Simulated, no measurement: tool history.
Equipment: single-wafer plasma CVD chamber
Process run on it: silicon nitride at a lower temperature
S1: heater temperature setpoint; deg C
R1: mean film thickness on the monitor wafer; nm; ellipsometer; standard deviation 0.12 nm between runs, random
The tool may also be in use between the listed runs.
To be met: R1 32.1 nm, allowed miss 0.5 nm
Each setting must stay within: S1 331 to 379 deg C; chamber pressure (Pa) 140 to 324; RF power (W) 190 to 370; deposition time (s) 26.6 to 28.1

run 1 hour=0 | S1=355 chamber_pressure_(Pa)=232 RF_power_(W)=280 deposition_time_(s)=28.1 | R1=36.284
run 2 hour=2.2 | S1=355 chamber_pressure_(Pa)=215 RF_power_(W)=275 deposition_time_(s)=28.1 | R1=34.984
run 3 hour=4.8 | S1=355 chamber_pressure_(Pa)=215 RF_power_(W)=275 deposition_time_(s)=26.6 | R1=33.374
run 4 hour=13.7 | S1=355 chamber_pressure_(Pa)=215 RF_power_(W)=260 deposition_time_(s)=26.6 | R1=31.657
run 5 hour=21.1 | S1=355 chamber_pressure_(Pa)=180 RF_power_(W)=260 deposition_time_(s)=26.6 | R1=30.291
run 6 hour=29.9 | S1=355 chamber_pressure_(Pa)=188 RF_power_(W)=260 deposition_time_(s)=26.6 | R1=30.603
run 7 hour=38 | S1=355 chamber_pressure_(Pa)=195 RF_power_(W)=260 deposition_time_(s)=26.6 | R1=30.998
run 8 hour=43.4 | S1=355 chamber_pressure_(Pa)=200 RF_power_(W)=260 deposition_time_(s)=26.6 | R1=30.985
run 9 hour=46.4 | S1=355 chamber_pressure_(Pa)=205 RF_power_(W)=260 deposition_time_(s)=26.6 | R1=31.337
run 10 hour=49 | S1=355 chamber_pressure_(Pa)=208 RF_power_(W)=260 deposition_time_(s)=26.6 | R1=31.297
run 11 hour=50.4 | S1=355 chamber_pressure_(Pa)=212 RF_power_(W)=260 deposition_time_(s)=26.6 | R1=31.578
run 12 hour=52.4 | S1=355 chamber_pressure_(Pa)=215 RF_power_(W)=260 deposition_time_(s)=26.6 | R1=31.811

5 next moves are on the table. One of them brings every result within its allowed miss. Which?
run A hour=54.4 | S1=364 chamber_pressure_(Pa)=239 RF_power_(W)=255 deposition_time_(s)=27 | R1=?
run B hour=54.4 | S1=362 chamber_pressure_(Pa)=204 RF_power_(W)=260 deposition_time_(s)=26.6 | R1=?
run C hour=54.4 | S1=362 chamber_pressure_(Pa)=219 RF_power_(W)=255 deposition_time_(s)=26.6 | R1=?
run D hour=54.4 | S1=366 chamber_pressure_(Pa)=201 RF_power_(W)=245 deposition_time_(s)=28.1 | R1=?
run E hour=54.4 | S1=354 chamber_pressure_(Pa)=185 RF_power_(W)=250 deposition_time_(s)=27.9 | R1=?

move=A R1=32.174
move=B R1=31.131
move=C R1=31.089
move=D R1=30.99
move=E R1=30.909
A: each result inside its tolerance
B: moves away from the targets compared with the last run
C: moves away from the targets compared with the last run
D: moves away from the targets compared with the last run
E: moves away from the targets compared with the last run
Go with A: it meets all targets.
